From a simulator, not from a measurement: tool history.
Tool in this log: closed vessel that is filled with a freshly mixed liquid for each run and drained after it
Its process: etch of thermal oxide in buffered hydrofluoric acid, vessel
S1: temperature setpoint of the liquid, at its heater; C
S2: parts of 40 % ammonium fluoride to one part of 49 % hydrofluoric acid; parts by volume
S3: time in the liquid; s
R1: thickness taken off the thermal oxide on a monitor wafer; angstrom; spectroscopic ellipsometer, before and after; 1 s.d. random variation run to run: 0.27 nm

run 1 hour=0.0 | S1=22.0 S2=22.0 S3=100 | R1=475.38
run 2 hour=3.4 | S1=21.5 S2=22.5 S3=100 | R1=452.86
run 3 hour=5.6 | S1=21.0 S2=23.0 S3=100 | R1=436.64
run 4 hour=13.3 | S1=21.0 S2=26.5 S3=100 | R1=400.25
run 5 hour=14.3 | S1=21.0 S2=26.5 S3=110 | R1=441.68
run 6 hour=20.0 | S1=18.5 S2=26.5 S3=110 | R1=377.02

Estimate the outcome of run 7 from the log above:
run 7 hour=23.6 | S1=18.5 S2=27.0 S3=110 | R1=?

For run 7 the tool returned R1 373.85 angstrom.
